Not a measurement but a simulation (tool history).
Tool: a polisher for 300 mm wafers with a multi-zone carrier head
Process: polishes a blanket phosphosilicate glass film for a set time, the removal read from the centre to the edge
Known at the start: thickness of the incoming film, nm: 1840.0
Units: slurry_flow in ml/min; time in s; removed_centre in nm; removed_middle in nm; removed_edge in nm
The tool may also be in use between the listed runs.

run 1 hour=0 | slurry_flow=230 centre_zone=1 middle_zone=1 edge_zone=1 slurry_solids=1 time=57 | removed_centre=563.32 removed_middle=543.61 removed_edge=531.98
run 2 hour=3.6 | slurry_flow=230 centre_zone=1 middle_zone=0.99 edge_zone=0.99 slurry_solids=0.95 time=56 | removed_centre=543.68 removed_middle=519.86 removed_edge=517.54
run 3 hour=10.1 | slurry_flow=230 centre_zone=1 middle_zone=0.99 edge_zone=0.94 slurry_solids=0.95 time=56 | removed_centre=539.32 removed_middle=525.44 removed_edge=488.06
run 4 hour=18.6 | slurry_flow=230 centre_zone=1 middle_zone=1.04 edge_zone=0.94 slurry_solids=0.95 time=56 | removed_centre=539.69 removed_middle=542.43 removed_edge=488.01
run 5 hour=25.2 | slurry_flow=230 centre_zone=1 middle_zone=1.04 edge_zone=0.94 slurry_solids=0.95 time=65 | removed_centre=630.82 removed_middle=622.02 removed_edge=575.68
run 6 hour=33.8 | slurry_flow=230 centre_zone=1 middle_zone=1.02 edge_zone=0.93 slurry_solids=0.9 time=63 | removed_centre=588.91 removed_middle=608.61 removed_edge=542.47
run 7 hour=34.6 | slurry_flow=230 centre_zone=1.02 middle_zone=1.01 edge_zone=0.94 slurry_solids=0.85 time=60 | removed_centre=553.93 removed_middle=544.28 removed_edge=515.11
run 8 hour=35.4 | slurry_flow=230 centre_zone=1.03 middle_zone=1 edge_zone=0.93 slurry_solids=0.8 time=58 | removed_centre=526.11 removed_middle=512.55 removed_edge=470.36

Run 9 comes next. What will it give?
run 9 hour=38.8 | slurry_flow=230 centre_zone=1.03 middle_zone=0.99 edge_zone=0.93 slurry_solids=0.75 time=57 | removed_centre=? removed_middle=? removed_edge=?

{"run 9": {"removed_centre": 513.9, "removed_middle": 479.24, "removed_edge": 457.55}}
